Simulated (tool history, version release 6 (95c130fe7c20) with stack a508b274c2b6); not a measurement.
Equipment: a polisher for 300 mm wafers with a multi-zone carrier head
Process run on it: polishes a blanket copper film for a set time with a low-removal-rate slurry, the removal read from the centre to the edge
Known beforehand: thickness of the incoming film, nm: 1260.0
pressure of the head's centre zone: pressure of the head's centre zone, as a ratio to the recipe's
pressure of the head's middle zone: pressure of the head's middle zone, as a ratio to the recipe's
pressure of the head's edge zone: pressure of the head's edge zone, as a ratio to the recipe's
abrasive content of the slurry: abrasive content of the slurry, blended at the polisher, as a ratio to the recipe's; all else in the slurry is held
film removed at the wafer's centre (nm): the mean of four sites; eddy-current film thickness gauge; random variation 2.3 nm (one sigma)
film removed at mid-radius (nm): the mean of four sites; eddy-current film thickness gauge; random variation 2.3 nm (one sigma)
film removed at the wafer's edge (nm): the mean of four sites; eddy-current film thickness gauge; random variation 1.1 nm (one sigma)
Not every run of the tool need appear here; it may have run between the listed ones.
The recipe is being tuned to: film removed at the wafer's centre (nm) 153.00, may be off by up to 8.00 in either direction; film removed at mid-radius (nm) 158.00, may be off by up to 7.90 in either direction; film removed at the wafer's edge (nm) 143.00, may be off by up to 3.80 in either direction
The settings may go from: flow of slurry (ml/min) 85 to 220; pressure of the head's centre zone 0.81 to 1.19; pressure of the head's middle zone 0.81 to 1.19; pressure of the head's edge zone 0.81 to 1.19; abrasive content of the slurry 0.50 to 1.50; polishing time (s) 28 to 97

run	day	flow of slurry (ml/min)	pressure of the head's centre zone	pressure of the head's middle zone	pressure of the head's edge zone	abrasive content of the slurry	polishing time (s)	film removed at the wafer's centre (nm)	film removed at mid-radius (nm)	film removed at the wafer's edge (nm)
1	0.000	140	1.00	1.00	1.00	1.00	62	162.58	158.52	157.36
2	0.167	140	1.00	1.00	1.00	0.85	62	156.96	155.17	157.47
3	0.396	170	1.00	1.00	1.00	0.85	62	172.20	160.54	162.23
4	0.758	160	1.00	1.01	0.97	0.85	62	164.95	162.43	159.05
5	0.812	195	1.00	1.01	0.97	0.85	62	172.11	168.00	164.61
6	0.871	180	1.01	1.01	0.94	0.85	62	167.52	167.54	156.57
7	1.029	170	1.01	1.01	0.93	0.85	62	167.94	165.88	154.72
8	1.212	160	1.01	1.01	0.92	0.85	62	165.17	158.71	154.17
9	1.379	155	1.01	1.03	0.90	0.85	62	163.78	163.14	154.78
10	1.746	155	1.01	1.04	0.88	0.85	61	159.33	158.08	149.19
11	1.958	155	1.01	1.05	0.86	0.85	61	164.62	161.78	147.63

Which one of the following 5 next-run settings gets every result inside its allowed miss? There is exactly one.
A	2.171	220	1.14	1.07	0.82	0.90	56	?	?	?
B	2.171	140	0.97	1.01	0.81	1.10	60	?	?	?
C	2.171	140	1.05	0.93	0.87	0.60	67	?	?	?
D	2.171	140	0.97	0.96	0.97	0.80	61	?	?	?
E	2.171	195	1.14	1.16	0.81	1.00	57	?	?	?

move	film removed at the wafer's centre (nm)	film removed at mid-radius (nm)	film removed at the wafer's edge (nm)
A	181.13	161.76	138.93
B	154.82	156.67	143.70
C	174.43	152.07	153.73
D	151.21	146.64	150.50
E	183.35	175.75	140.66
A: its largest miss is bigger than the last run's
B: meets every target
C: its largest miss is bigger than the last run's
D: gets the furthest-off result to its target, but another result is out of tolerance
E: its largest miss is bigger than the last run's
B meets every target.
